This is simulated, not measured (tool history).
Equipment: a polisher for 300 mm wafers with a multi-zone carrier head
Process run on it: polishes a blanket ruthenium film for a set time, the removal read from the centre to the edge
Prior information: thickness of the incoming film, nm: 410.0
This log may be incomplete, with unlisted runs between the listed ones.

run  hour  flow of slurry (ml/min)  pressure of the head's centre zone  pressure of the head's middle zone  pressure of the head's edge zone  polishing time (s)  film removed at the wafer's centre (angstrom)  film removed at mid-radius (angstrom)  film removed at the wafer's edge (angstrom)
  1     0                      320                                   1                                   1                                 1                  61                                         305.33                                 296.28                                       293.86
  2   0.7                      380                                   1                                   1                                 1                  61                                         310.02                                 302.89                                       300.81
  3   8.4                      400                                1.01                                1.03                              1.05                  65                                         333.91                                 333.52                                       327.61
  4  12.5                      455                                1.01                                1.03                              1.05                  65                                         337.01                                 337.02                                       326.56
  5  19.1                      445                                   1                                1.03                              1.08                  69                                         349.61                                  359.6                                       367.14
     20.9  -- worn pad replaced by a new one
  6  20.9                      445                                   1                                1.03                              1.08                  55                                         315.35                                 317.48                                       312.88
  7    23                      445                                1.01                                1.05                              1.11                  61                                         356.42                                 355.46                                       353.77
  8  25.8                      445                                1.01                                1.06                              1.14                  62                                         361.62                                 373.98                                       376.62

For run 9, what comes out?
  9  26.6                      445                                1.07                                1.09                              1.19                  65                                              ?                                      ?                                            ?

Run 9 yielded film removed at the wafer's centre (angstrom) 400.08, film removed at mid-radius (angstrom) 393.66, film removed at the wafer's edge (angstrom) 394.29.

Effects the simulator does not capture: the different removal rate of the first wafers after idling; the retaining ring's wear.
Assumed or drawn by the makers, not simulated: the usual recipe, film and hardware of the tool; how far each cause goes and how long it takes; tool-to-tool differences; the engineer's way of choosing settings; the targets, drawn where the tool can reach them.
